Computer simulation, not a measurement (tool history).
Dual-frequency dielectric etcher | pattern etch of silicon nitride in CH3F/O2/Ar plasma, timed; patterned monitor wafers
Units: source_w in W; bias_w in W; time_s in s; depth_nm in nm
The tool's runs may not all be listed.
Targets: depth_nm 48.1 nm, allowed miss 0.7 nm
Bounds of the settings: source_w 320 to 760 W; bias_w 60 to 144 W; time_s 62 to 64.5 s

run 1 hour=0 | source_w=540 bias_w=102 time_s=62 | depth_nm=51.672
run 2 hour=7.6 | source_w=530 bias_w=102 time_s=62 | depth_nm=51.27
run 3 hour=14.7 | source_w=530 bias_w=102 time_s=64.5 | depth_nm=53.416
run 4 hour=21 | source_w=520 bias_w=102 time_s=64.5 | depth_nm=53.054
run 5 hour=23 | source_w=510 bias_w=102 time_s=64.5 | depth_nm=53.117
run 6 hour=24.6 | source_w=500 bias_w=102 time_s=64.5 | depth_nm=52.538
run 7 hour=30.1 | source_w=490 bias_w=102 time_s=64.5 | depth_nm=52.035
run 8 hour=32.5 | source_w=380 bias_w=100 time_s=64.5 | depth_nm=48.589

4 next moves are on the table. One of them brings every result within its allowed miss. Which?
run A hour=34.9 | source_w=330 bias_w=121 time_s=62 | depth_nm=?
run B hour=34.9 | source_w=390 bias_w=104 time_s=64 | depth_nm=?
run C hour=34.9 | source_w=430 bias_w=96 time_s=64 | depth_nm=?
run D hour=34.9 | source_w=390 bias_w=107 time_s=64 | depth_nm=?

move=A depth_nm=48.024
move=B depth_nm=49.109
move=C depth_nm=49.082
move=D depth_nm=49.532
A: meets every target
B: further off than the last run
C: further off than the last run
D: further off than the last run
Answer: A

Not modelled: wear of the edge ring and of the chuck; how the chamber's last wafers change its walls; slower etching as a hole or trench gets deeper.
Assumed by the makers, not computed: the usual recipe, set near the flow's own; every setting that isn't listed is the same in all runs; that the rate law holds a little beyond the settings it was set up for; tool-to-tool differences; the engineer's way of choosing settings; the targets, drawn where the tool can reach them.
